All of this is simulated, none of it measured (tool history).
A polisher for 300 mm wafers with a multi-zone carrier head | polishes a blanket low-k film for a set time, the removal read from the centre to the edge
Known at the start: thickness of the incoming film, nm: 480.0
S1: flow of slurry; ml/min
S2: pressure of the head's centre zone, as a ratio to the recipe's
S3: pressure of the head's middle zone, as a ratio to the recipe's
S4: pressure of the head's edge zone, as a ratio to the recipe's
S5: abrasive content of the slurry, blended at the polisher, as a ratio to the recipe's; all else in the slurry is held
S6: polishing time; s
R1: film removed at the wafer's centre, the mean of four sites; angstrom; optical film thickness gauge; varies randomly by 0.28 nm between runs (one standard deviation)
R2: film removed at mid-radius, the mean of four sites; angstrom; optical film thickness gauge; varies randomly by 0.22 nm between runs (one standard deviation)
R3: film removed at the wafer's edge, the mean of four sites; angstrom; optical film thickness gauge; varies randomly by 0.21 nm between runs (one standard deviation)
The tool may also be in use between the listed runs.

Run 1, hour 0: S1 250 ml/min, S2 1, S3 1, S4 1, S5 1, S6 62 s. Result: R1 395.72 angstrom, R2 384.39 angstrom, R3 405.47 angstrom.
Run 2, hour 2.1: S1 250 ml/min, S2 1, S3 1, S4 1, S5 1, S6 47 s. Result: R1 293 angstrom, R2 291.01 angstrom, R3 302.11 angstrom.
Run 3, hour 4.6: S1 250 ml/min, S2 1.06, S3 1, S4 1, S5 1, S6 47 s. Result: R1 316.12 angstrom, R2 284.05 angstrom, R3 306.8 angstrom.
Run 4, hour 5.4: S1 250 ml/min, S2 1.1, S3 1, S4 1, S5 1, S6 47 s. Result: R1 316.93 angstrom, R2 295.59 angstrom, R3 307.27 angstrom.
At hour 6.9: edge zone pressure recalibrated.
Run 5, hour 6.9: S1 250 ml/min, S2 1.16, S3 1, S4 1, S5 1, S6 47 s. Result: R1 344.9 angstrom, R2 290.75 angstrom, R3 297.83 angstrom.
Run 6, hour 12.5: S1 250 ml/min, S2 1.16, S3 1, S4 1, S5 0.9, S6 47 s. Result: R1 319 angstrom, R2 271.72 angstrom, R3 276.54 angstrom.
Run 7, hour 21.6: S1 250 ml/min, S2 1.16, S3 1, S4 1, S5 0.9, S6 47 s. Result: R1 315.76 angstrom, R2 271.54 angstrom, R3 281.01 angstrom.
Run 8, hour 26.2: S1 245 ml/min, S2 1.1, S3 1.01, S4 0.98, S5 0.8, S6 46 s. Result: R1 263.14 angstrom, R2 243.68 angstrom, R3 250.57 angstrom.

Run 9 comes next. What will it give?
Run 9, hour 32.6: S1 235 ml/min, S2 1.06, S3 1.01, S4 0.94, S5 0.75, S6 46 s. Result: R1 ?, R2 ?, R3 ?.

{"run 9": {"R1": 247.6, "R2": 234.2, "R3": 227.22}}
